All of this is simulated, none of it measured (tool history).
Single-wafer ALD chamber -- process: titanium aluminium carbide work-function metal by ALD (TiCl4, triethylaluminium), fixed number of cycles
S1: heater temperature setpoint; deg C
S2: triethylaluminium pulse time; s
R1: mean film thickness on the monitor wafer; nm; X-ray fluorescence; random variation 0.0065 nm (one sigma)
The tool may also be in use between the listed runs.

run,day,S1,S2,R1
1,0.000,280,9.93,1.9011
2,0.183,271,9.93,1.8014
3,0.550,271,12.39,1.8419
4,0.662,269,12.17,1.8141
5,0.767,267,12.00,1.8133
6,1.100,267,9.96,1.7602
7,1.133,266,9.86,1.7732

The next listed run, before its measurement:
8,1.342,257,8.20,?

{"run 8": {"R1": 1.6045}}
